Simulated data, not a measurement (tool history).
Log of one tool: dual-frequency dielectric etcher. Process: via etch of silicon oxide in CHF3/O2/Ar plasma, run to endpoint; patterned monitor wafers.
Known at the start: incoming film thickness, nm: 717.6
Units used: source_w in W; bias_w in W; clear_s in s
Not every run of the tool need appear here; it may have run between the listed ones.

Run 1, day 0.000: source_w 640 W, bias_w 144 W. Result: clear_s 358.01 s.
Run 2, day 0.321: source_w 650 W, bias_w 145 W. Result: clear_s 359.45 s.
Run 3, day 0.546: source_w 650 W, bias_w 127 W. Result: clear_s 367.74 s.
Run 4, day 0.783: source_w 650 W, bias_w 138 W. Result: clear_s 361.15 s.
Run 5, day 0.838: source_w 580 W, bias_w 138 W. Result: clear_s 380.87 s.
Run 6, day 0.950: source_w 650 W, bias_w 138 W. Result: clear_s 361.92 s.

Predict the results of run 7:
Run 7, day 1.138: source_w 670 W, bias_w 139 W. Result: clear_s ?.

For run 7 the tool returned clear_s 355.54 s.
